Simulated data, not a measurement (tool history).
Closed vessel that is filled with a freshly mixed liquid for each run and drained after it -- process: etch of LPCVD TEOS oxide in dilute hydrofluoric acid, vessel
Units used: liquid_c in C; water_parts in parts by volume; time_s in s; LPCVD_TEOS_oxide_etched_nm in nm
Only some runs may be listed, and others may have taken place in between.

run 1 hour=0 | liquid_c=23 water_parts=100 time_s=90 | LPCVD_TEOS_oxide_etched_nm=36.639
run 2 hour=8.4 | liquid_c=24 water_parts=95 time_s=90 | LPCVD_TEOS_oxide_etched_nm=40.335
run 3 hour=10.7 | liquid_c=24 water_parts=125 time_s=90 | LPCVD_TEOS_oxide_etched_nm=29.223
run 4 hour=18.6 | liquid_c=24 water_parts=125 time_s=90 | LPCVD_TEOS_oxide_etched_nm=29.278
run 5 hour=25.2 | liquid_c=24 water_parts=140 time_s=90 | LPCVD_TEOS_oxide_etched_nm=25.266
run 6 hour=30 | liquid_c=24 water_parts=175 time_s=90 | LPCVD_TEOS_oxide_etched_nm=19.864

Predict the results of run 7:
run 7 hour=31 | liquid_c=25 water_parts=155 time_s=90 | LPCVD_TEOS_oxide_etched_nm=?

Run 7 gave LPCVD_TEOS_oxide_etched_nm 23.411 nm.

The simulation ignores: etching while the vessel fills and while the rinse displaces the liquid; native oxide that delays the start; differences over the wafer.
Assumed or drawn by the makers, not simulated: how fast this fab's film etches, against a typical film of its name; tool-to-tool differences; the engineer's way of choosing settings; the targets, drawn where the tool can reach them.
